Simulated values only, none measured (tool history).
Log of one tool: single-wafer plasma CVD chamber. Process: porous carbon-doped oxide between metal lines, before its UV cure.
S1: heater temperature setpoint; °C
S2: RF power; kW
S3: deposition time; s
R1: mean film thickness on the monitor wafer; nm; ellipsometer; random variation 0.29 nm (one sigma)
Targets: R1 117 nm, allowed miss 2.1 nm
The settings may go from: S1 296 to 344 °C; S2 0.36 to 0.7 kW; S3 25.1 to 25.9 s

Run 1, day 0: S1 320 °C, S2 0.53 kW, S3 25.1 s. Result: R1 123.55 nm.
Run 2, day 0.367: S1 311 °C, S2 0.53 kW, S3 25.1 s. Result: R1 128.24 nm.
Run 3, day 0.392: S1 315 °C, S2 0.525 kW, S3 25.1 s. Result: R1 124.61 nm.
Run 4, day 0.525: S1 318 °C, S2 0.52 kW, S3 25.1 s. Result: R1 122.02 nm.
Run 5, day 0.575: S1 320 °C, S2 0.52 kW, S3 25.1 s. Result: R1 121.44 nm.
Run 6, day 0.7: S1 320 °C, S2 0.52 kW, S3 25.9 s. Result: R1 125.02 nm.
Run 7, day 0.883: S1 323 °C, S2 0.515 kW, S3 25.9 s. Result: R1 121.98 nm.
Run 8, day 0.962: S1 325 °C, S2 0.515 kW, S3 25.9 s. Result: R1 120.93 nm.
Run 9, day 1.15: S1 326 °C, S2 0.515 kW, S3 25.9 s. Result: R1 120.7 nm.
Run 10, day 1.179: S1 327 °C, S2 0.515 kW, S3 25.9 s. Result: R1 120.11 nm.
Run 11, day 1.258: S1 328 °C, S2 0.515 kW, S3 25.9 s. Result: R1 119.11 nm.
Run 12, day 1.525: S1 329 °C, S2 0.515 kW, S3 25.9 s. Result: R1 119.29 nm.

Which of these 4 next moves meets every target?
Run A, day 1.792: S1 326 °C, S2 0.515 kW, S3 25.9 s. Result: R1 ?.
Run B, day 1.792: S1 314 °C, S2 0.465 kW, S3 25.9 s. Result: R1 ?.
Run C, day 1.792: S1 330 °C, S2 0.56 kW, S3 25.5 s. Result: R1 ?.
Run D, day 1.792: S1 334 °C, S2 0.55 kW, S3 25.9 s. Result: R1 ?.

move      R1
   A  120.46
   B  116.55
   C  124.52
   D  122.59
A: further off than the last run
B: meets every target
C: further off than the last run
D: further off than the last run
The right move is B.

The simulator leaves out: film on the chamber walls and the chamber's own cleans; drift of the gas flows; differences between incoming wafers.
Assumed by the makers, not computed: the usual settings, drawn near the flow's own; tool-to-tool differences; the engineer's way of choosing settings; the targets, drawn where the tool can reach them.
